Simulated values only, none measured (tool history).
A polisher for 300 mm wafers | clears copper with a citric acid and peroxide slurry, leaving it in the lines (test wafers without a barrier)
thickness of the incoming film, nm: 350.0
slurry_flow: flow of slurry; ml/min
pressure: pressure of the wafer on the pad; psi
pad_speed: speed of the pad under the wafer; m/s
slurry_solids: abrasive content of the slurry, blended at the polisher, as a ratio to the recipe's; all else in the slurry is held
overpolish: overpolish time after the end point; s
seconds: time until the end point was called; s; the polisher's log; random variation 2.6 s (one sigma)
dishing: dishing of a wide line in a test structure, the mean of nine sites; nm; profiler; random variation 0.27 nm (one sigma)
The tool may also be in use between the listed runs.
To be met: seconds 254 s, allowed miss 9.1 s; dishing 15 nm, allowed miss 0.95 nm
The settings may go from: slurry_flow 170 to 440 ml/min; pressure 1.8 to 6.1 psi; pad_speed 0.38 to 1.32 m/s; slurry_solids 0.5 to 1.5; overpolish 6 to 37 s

run	hour	slurry_flow	pressure	pad_speed	slurry_solids	overpolish	seconds	dishing
1	0	280	3.9	0.84	1	19	155.69	28.501
2	6.5	280	3.9	0.84	1	16	158.76	24.618
3	13.6	280	3.5	0.84	1	16	173.82	22.168
4	18.1	280	3.1	0.84	1	16	197.52	20.51
5	25	280	2.9	0.84	1	15	210.05	17.97
6	26.9	280	2.9	0.84	1.15	15	205.86	17.647
7	28.6	280	2.7	0.84	1.15	15	219.78	16.874
8	33.5	280	2.6	0.84	1.15	15	228	16.723
9	35.1	280	2.5	0.84	1.15	15	229.85	15.862
10	40.3	280	2.4	0.84	1.15	15	242.74	15.462

Which of these 5 next moves meets every target?
A	45.5	260	3.8	0.52	1.1	15	?	?
B	45.5	320	2.3	0.72	1.25	21	?	?
C	45.5	285	2.7	0.68	1.15	18	?	?
D	45.5	300	2.2	0.92	0.85	13	?	?
E	45.5	185	2.5	0.76	1.45	19	?	?

move	seconds	dishing
A	258.7	14.841
B	294.68	17.678
C	273.6	16.53
D	262.47	12.704
E	260.59	18.076
A: meets every target
B: takes the result that was furthest off past its target
C: takes the result that was furthest off past its target
D: brings the result that was furthest off to its target, and leaves another outside
E: brings the result that was furthest off to its target, and leaves another outside
Answer: A
